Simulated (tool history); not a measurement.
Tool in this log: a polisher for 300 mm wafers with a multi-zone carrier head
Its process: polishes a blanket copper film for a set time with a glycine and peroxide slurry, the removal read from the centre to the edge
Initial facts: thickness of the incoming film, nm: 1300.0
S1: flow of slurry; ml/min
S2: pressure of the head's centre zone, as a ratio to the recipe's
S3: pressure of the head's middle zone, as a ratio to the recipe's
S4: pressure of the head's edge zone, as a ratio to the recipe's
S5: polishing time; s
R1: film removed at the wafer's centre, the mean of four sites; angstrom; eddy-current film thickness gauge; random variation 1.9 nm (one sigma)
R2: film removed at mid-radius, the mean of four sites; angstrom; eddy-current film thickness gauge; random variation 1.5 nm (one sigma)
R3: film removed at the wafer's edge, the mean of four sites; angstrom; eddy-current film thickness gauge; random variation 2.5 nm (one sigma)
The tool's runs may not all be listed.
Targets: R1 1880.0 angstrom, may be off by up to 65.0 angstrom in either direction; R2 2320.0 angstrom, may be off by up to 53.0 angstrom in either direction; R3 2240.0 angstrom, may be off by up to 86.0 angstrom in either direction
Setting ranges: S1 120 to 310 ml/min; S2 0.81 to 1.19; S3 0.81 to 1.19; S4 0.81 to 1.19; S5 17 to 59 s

run  hour   S1    S2    S3    S4  S5      R1      R2      R3
  1   0.0  200  1.00  1.00  1.00  38  1977.6  2051.5  2035.2
  2   4.0  200  1.00  1.00  1.00  31  1621.3  1688.6  1636.4
  3  12.6  205  0.99  1.02  1.04  32  1668.5  1770.3  1695.2
  4  16.9  200  0.96  1.03  1.05  34  1726.6  1912.8  1806.2
  5  22.3  200  0.96  1.03  1.05  28  1390.8  1580.8  1507.8
  6  28.4  165  0.96  1.03  1.05  28  1363.7  1524.3  1487.9
  7  29.7  195  0.93  1.12  1.15  38  1875.0  2259.1  2099.5
  8  32.3  195  0.92  1.11  1.16  38  1820.7  2256.5  2068.0

4 candidate next runs follow, results not yet known. Just one meets every target within its allowed miss. Identify it.
  A  34.9  225  0.90  1.09  1.19  39   ?   ?   ?
  B  34.9  215  0.96  1.15  1.15  40   ?   ?   ?
  C  34.9  195  0.87  1.11  1.16  41   ?   ?   ?
  D  34.9  230  0.94  1.06  1.16  40   ?   ?   ?

move      R1      R2      R3
   A  1914.4  2329.6  2238.0
   B  2059.9  2485.0  2252.4
   C  1909.6  2434.3  2291.5
   D  2043.6  2339.8  2278.9
A: every result within its allowed miss
B: puts the biggest miss on target and leaves a different result outside tolerance
C: puts the biggest miss on target and leaves a different result outside tolerance
D: puts the biggest miss on target and leaves a different result outside tolerance
A meets every target.
